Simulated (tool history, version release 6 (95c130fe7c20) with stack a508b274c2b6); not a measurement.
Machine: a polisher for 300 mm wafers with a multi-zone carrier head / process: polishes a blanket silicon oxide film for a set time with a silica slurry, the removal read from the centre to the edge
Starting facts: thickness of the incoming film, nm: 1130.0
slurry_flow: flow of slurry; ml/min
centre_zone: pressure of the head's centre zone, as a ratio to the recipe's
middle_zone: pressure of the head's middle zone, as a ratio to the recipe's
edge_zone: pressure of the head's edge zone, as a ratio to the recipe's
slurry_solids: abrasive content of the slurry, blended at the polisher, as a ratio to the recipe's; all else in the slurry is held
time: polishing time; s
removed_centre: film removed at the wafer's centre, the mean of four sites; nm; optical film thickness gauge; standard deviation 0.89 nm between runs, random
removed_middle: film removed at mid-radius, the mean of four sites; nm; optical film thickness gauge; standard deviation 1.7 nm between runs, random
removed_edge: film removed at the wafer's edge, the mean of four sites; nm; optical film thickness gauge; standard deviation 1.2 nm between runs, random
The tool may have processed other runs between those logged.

run	day	slurry_flow	centre_zone	middle_zone	edge_zone	slurry_solids	time	removed_centre	removed_middle	removed_edge
1	0.000	155	1.00	1.00	1.00	1.00	59	291.97	288.46	289.87
2	0.050	145	0.97	0.97	0.96	0.85	54	239.70	230.15	244.34
3	0.125	120	0.97	0.97	0.96	0.85	54	228.17	226.63	234.45
4	0.400	120	0.97	0.97	0.96	1.05	54	249.55	240.06	253.40
5	0.525	115	0.96	0.96	0.93	0.90	51	214.59	211.69	219.74
6	0.796	115	0.96	1.03	0.93	0.90	51	216.23	229.37	222.51
7	1.050	110	0.95	1.00	0.90	0.80	49	193.74	201.82	199.65

For run 8, what comes out?
8	1.188	110	0.94	0.98	0.88	0.70	48	?	?	?

removed_centre: 178.72 nm
removed_middle: 187.19 nm
removed_edge: 185.61 nm

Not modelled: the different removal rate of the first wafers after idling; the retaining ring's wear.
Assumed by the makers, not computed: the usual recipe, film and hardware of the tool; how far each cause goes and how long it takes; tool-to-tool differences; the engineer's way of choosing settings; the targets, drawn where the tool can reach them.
